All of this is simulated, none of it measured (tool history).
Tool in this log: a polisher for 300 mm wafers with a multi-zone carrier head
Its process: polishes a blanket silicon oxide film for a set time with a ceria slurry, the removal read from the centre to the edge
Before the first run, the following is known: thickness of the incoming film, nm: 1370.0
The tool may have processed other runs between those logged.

run  hour  flow of slurry (ml/min)  pressure of the head's centre zone  pressure of the head's middle zone  pressure of the head's edge zone  polishing time (s)  film removed at the wafer's centre (nm)  film removed at mid-radius (nm)  film removed at the wafer's edge (nm)
  1   0.0                      265                                1.00                                1.00                              1.00                  72                                   281.35                           311.01                                 306.99
  2   7.1                      265                                1.00                                1.08                              1.00                  72                                   278.49                           322.69                                 304.75
  3  15.8                      225                                1.00                                1.08                              1.00                  72                                   273.31                           329.00                                 298.67
  4  20.5                      225                                1.00                                1.03                              1.00                  72                                   270.60                           318.68                                 303.72
  5  21.9                      225                                1.00                                1.03                              1.00                  86                                   318.70                           370.16                                 357.09
  6  23.5                      225                                1.00                                1.09                              1.00                  86                                   328.90                           390.56                                 364.70
  7  31.7                      255                                1.04                                1.07                              1.01                  86                                   343.91                           386.88                                 366.80
  8  36.9                      255                                1.04                                1.07                              1.01                  86                                   350.86                           393.52                                 364.49

Expected results for the next run?
  9  37.9                      285                                1.06                                1.03                              1.02                  86                                        ?                                ?                                      ?

{"run 9": {"film removed at the wafer's centre (nm)": 345.86, "film removed at mid-radius (nm)": 382.29, "film removed at the wafer's edge (nm)": 370.22}}

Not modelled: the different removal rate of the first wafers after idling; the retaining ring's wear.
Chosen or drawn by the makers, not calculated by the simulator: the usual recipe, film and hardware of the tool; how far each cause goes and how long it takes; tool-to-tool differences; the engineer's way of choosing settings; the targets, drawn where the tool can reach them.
